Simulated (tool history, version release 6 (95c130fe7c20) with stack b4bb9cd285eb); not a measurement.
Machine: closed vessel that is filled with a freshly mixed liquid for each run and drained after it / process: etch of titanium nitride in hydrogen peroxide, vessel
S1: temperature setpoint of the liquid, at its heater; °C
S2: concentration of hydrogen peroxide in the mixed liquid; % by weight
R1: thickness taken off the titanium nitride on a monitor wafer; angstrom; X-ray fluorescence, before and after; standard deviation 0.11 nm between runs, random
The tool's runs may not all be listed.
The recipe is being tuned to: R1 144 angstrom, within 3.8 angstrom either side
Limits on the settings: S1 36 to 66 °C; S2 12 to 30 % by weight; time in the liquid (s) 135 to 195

Run 1, hour 0: S1 52 °C, S2 22.5 % by weight, time in the liquid (s) 195. Result: R1 86.265 angstrom.
Run 2, hour 6.6: S1 54.5 °C, S2 22.5 % by weight, time in the liquid (s) 195. Result: R1 104.41 angstrom.
Run 3, hour 10.4: S1 59.5 °C, S2 22.5 % by weight, time in the liquid (s) 195. Result: R1 148.88 angstrom.
Run 4, hour 19.3: S1 66 °C, S2 22.5 % by weight, time in the liquid (s) 195. Result: R1 227.21 angstrom.
Run 5, hour 20.7: S1 64 °C, S2 22.5 % by weight, time in the liquid (s) 195. Result: R1 199.59 angstrom.
Run 6, hour 27.1: S1 62.5 °C, S2 22.5 % by weight, time in the liquid (s) 195. Result: R1 180.4 angstrom.
Run 7, hour 35.9: S1 61.5 °C, S2 22.5 % by weight, time in the liquid (s) 195. Result: R1 168.85 angstrom.
Run 8, hour 39.8: S1 60.5 °C, S2 22.5 % by weight, time in the liquid (s) 195. Result: R1 158.8 angstrom.
Run 9, hour 48.5: S1 60 °C, S2 22.5 % by weight, time in the liquid (s) 195. Result: R1 153.75 angstrom.
Run 10, hour 54.6: S1 59.5 °C, S2 22.5 % by weight, time in the liquid (s) 195. Result: R1 149.77 angstrom.

Exercise: of the 5 proposed moves below, exactly one satisfies all targets within the stated allowed misses. Which move is it?
Run A, hour 60.7: S1 65 °C, S2 30 % by weight, time in the liquid (s) 135. Result: R1 ?.
Run B, hour 60.7: S1 59.5 °C, S2 19 % by weight, time in the liquid (s) 195. Result: R1 ?.
Run C, hour 60.7: S1 61.5 °C, S2 20.5 % by weight, time in the liquid (s) 190. Result: R1 ?.
Run D, hour 60.7: S1 60 °C, S2 21.5 % by weight, time in the liquid (s) 195. Result: R1 ?.
Run E, hour 60.7: S1 61.5 °C, S2 22 % by weight, time in the liquid (s) 175. Result: R1 ?.

move      R1
   A  160.11
   B  144.81
   C  164.23
   D  153.85
   E  153.58
A: lands further from the targets than the last run did
B: each result inside its tolerance
C: lands further from the targets than the last run did
D: lands further from the targets than the last run did
E: lands further from the targets than the last run did
Move B is the one to make.
